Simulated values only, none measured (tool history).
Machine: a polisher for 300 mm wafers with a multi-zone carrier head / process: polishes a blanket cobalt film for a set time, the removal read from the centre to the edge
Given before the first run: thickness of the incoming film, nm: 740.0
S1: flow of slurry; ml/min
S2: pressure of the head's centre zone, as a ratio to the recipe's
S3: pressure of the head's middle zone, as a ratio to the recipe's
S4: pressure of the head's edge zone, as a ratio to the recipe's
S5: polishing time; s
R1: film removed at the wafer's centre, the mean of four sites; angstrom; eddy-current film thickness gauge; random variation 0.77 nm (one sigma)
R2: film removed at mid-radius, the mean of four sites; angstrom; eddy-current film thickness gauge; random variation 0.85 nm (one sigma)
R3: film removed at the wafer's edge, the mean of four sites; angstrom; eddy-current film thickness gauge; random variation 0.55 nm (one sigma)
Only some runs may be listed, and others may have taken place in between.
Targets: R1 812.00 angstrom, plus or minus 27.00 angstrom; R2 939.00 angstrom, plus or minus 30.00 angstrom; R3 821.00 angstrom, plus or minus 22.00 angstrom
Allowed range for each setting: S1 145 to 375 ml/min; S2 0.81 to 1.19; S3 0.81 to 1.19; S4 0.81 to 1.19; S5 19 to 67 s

run	hour	S1	S2	S3	S4	S5	R1	R2	R3
1	0.0	240	1.00	1.00	1.00	43	977.55	927.71	949.44
2	6.5	240	1.00	0.93	1.00	43	962.48	894.55	960.03
3	14.8	235	0.98	0.96	0.97	43	929.34	907.34	942.48
4	16.1	235	0.90	0.96	0.97	43	856.62	920.61	935.77
5	17.7	230	0.90	0.98	0.94	43	856.85	915.50	911.60
6	23.7	225	0.89	1.00	0.92	43	872.03	919.54	912.80
7	24.6	230	0.88	1.03	0.91	42	823.31	921.29	890.16
8	33.1	230	0.88	1.05	0.89	42	834.33	945.43	861.61
9	34.9	230	0.88	1.05	0.88	42	817.25	959.22	870.41
# hour 37.7: worn pad replaced by a new one
10	37.7	225	0.89	1.05	0.87	42	885.87	1009.50	915.45
11	43.6	235	0.87	1.06	0.81	37	761.09	913.68	782.11

Consider the 4 candidate settings below. Which is the only one whose results all fall within their allowed miss of target?
A	49.5	255	1.02	1.12	0.81	36	?	?	?
B	49.5	275	0.81	1.17	0.81	38	?	?	?
C	49.5	235	0.89	1.06	0.83	38	?	?	?
D	49.5	195	0.89	1.05	0.92	39	?	?	?

move	R1	R2	R3
A	864.58	937.03	774.95
B	747.03	1035.30	821.81
C	798.87	936.64	822.44
D	801.88	934.74	871.25
A: pushes the last run's worst result past its target
B: moves away from the targets compared with the last run
C: in spec on every target
D: puts the biggest miss on target and leaves a different result outside tolerance
The move that meets every target is C.

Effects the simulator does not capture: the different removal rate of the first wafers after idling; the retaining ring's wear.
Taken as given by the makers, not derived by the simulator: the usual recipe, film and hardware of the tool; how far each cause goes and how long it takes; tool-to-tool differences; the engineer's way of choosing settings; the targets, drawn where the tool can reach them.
